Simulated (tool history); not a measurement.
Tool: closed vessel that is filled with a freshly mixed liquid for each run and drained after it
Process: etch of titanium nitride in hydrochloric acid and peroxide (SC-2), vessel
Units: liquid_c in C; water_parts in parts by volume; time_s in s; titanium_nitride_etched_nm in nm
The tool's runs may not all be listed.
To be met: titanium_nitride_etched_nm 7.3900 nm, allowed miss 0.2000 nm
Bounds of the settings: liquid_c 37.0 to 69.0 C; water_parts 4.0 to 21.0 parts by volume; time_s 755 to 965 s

| run | hour | liquid_c | water_parts | time_s | titanium_nitride_etched_nm |
|---|---|---|---|---|---|
| 1 | 0.0 | 53.0 | 11.5 | 965 | 18.8800 |
| 2 | 4.1 | 56.5 | 11.5 | 965 | 23.8450 |
| 3 | 13.0 | 54.5 | 11.5 | 965 | 20.5640 |
| 4 | 19.0 | 54.5 | 13.5 | 965 | 18.0170 |
| 5 | 27.2 | 60.5 | 13.5 | 965 | 26.3020 |
|  | 28.8 | new drum of peroxide connected |
| 6 | 28.8 | 57.5 | 13.5 | 965 | 22.7890 |
| 7 | 36.4 | 55.5 | 13.5 | 965 | 20.3120 |
| 8 | 40.1 | 53.5 | 13.5 | 965 | 17.8970 |
| 9 | 42.5 | 52.0 | 13.5 | 965 | 16.0680 |

4 next moves are on the table. One of them brings every result within its allowed miss. Which?
| A | 44.9 | 48.0 | 18.0 | 755 | ? |
| B | 44.9 | 46.0 | 14.0 | 755 | ? |
| C | 44.9 | 47.5 | 16.5 | 770 | ? |
| D | 44.9 | 47.5 | 16.5 | 755 | ? |

| move | titanium_nitride_etched_nm |
|---|---|
| A | 7.5100 |
| B | 8.1949 |
| C | 8.0049 |
| D | 7.8490 |
A: meets every target
B: nearer than the last run, and not there yet
C: nearer than the last run, and not there yet
D: nearer than the last run, and not there yet
The right move is A.
